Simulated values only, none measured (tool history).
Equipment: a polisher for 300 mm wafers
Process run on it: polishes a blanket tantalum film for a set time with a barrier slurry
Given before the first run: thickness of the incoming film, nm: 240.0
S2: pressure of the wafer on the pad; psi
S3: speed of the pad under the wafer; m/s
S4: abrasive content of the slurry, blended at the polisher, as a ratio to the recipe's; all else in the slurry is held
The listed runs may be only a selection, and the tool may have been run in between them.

Run 1, day 0.000: flow of slurry (ml/min) 120, S2 1.9 psi, S3 0.80 m/s, S4 1.0, polishing time (s) 86. Result: film removed (Å) 1029.30.
Run 2, day 0.350: flow of slurry (ml/min) 115, S2 1.8 psi, S3 0.78 m/s, S4 1.0, polishing time (s) 86. Result: film removed (Å) 961.85.
Run 3, day 0.458: flow of slurry (ml/min) 115, S2 1.7 psi, S3 0.76 m/s, S4 1.0, polishing time (s) 86. Result: film removed (Å) 896.31.
Run 4, day 0.579: flow of slurry (ml/min) 130, S2 1.7 psi, S3 0.76 m/s, S4 1.0, polishing time (s) 86. Result: film removed (Å) 917.57.
Run 5, day 0.888: flow of slurry (ml/min) 125, S2 1.6 psi, S3 0.74 m/s, S4 1.0, polishing time (s) 86. Result: film removed (Å) 842.47.
Run 6, day 0.912: flow of slurry (ml/min) 120, S2 1.5 psi, S3 0.72 m/s, S4 1.0, polishing time (s) 86. Result: film removed (Å) 774.63.
Run 7, day 1.117: flow of slurry (ml/min) 115, S2 1.4 psi, S3 0.70 m/s, S4 1.0, polishing time (s) 86. Result: film removed (Å) 693.84.
Run 8, day 1.396: flow of slurry (ml/min) 110, S2 1.3 psi, S3 0.70 m/s, S4 1.0, polishing time (s) 86. Result: film removed (Å) 644.71.
Run 9, day 1.629: flow of slurry (ml/min) 105, S2 1.3 psi, S3 0.70 m/s, S4 1.0, polishing time (s) 86. Result: film removed (Å) 640.37.
Run 10, day 1.942: flow of slurry (ml/min) 100, S2 1.3 psi, S3 0.70 m/s, S4 1.0, polishing time (s) 86. Result: film removed (Å) 629.64.
Run 11, day 2.225: flow of slurry (ml/min) 95, S2 1.3 psi, S3 0.70 m/s, S4 1.0, polishing time (s) 86. Result: film removed (Å) 610.56.
Run 12, day 2.504: flow of slurry (ml/min) 80, S2 1.1 psi, S3 0.70 m/s, S4 1.0, polishing time (s) 86. Result: film removed (Å) 504.58.

Expected results for the next run?
Run 13, day 2.858: flow of slurry (ml/min) 75, S2 1.1 psi, S3 0.70 m/s, S4 1.0, polishing time (s) 86. Result: film removed (Å) ?.

film removed (Å): 495.40
